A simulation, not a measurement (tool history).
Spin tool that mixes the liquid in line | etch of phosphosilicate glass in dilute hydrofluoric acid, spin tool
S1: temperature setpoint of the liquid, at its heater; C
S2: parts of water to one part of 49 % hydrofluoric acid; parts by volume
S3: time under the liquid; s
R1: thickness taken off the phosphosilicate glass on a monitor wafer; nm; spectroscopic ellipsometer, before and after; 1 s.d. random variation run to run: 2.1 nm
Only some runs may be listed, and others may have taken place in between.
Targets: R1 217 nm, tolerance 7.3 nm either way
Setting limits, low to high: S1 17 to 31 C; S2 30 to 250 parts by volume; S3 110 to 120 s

| run | hour | S1 | S2 | S3 | R1 |
|---|---|---|---|---|---|
| 1 | 0 | 23 | 140 | 110 | 83.941 |
| 2 | 8.2 | 20 | 140 | 110 | 73.529 |
| 3 | 11.3 | 23 | 115 | 110 | 102.79 |
| 4 | 14.2 | 23 | 90 | 110 | 134.97 |
| 5 | 16.2 | 23 | 115 | 110 | 104.12 |
| 6 | 20.2 | 25 | 100 | 110 | 130.32 |
| 7 | 24.6 | 26.5 | 90 | 110 | 156.5 |
| 8 | 32.7 | 28 | 85 | 110 | 177.14 |
| 9 | 37.8 | 28 | 85 | 110 | 178.01 |
| 10 | 41.7 | 29 | 85 | 110 | 183.64 |
| 11 | 46.9 | 29.5 | 80 | 110 | 201.21 |
| 12 | 55.6 | 30 | 80 | 110 | 207.59 |
| 13 | 59 | 30.5 | 80 | 110 | 209.13 |

Exercise: of the 5 proposed moves below, exactly one satisfies all targets within the stated allowed misses. Which move is it?
| A | 62.4 | 30 | 85 | 110 | ? |
| B | 62.4 | 28.5 | 75 | 115 | ? |
| C | 62.4 | 31 | 95 | 120 | ? |
| D | 62.4 | 31 | 90 | 120 | ? |
| E | 62.4 | 28 | 80 | 115 | ? |

| move | R1 |
|---|---|
| A | 193.39 |
| B | 219.43 |
| C | 193.17 |
| D | 205.4 |
| E | 200.35 |
A: misses by more than the last run did
B: in spec on every target
C: misses by more than the last run did
D: misses by more than the last run did
E: misses by more than the last run did
B meets every target.

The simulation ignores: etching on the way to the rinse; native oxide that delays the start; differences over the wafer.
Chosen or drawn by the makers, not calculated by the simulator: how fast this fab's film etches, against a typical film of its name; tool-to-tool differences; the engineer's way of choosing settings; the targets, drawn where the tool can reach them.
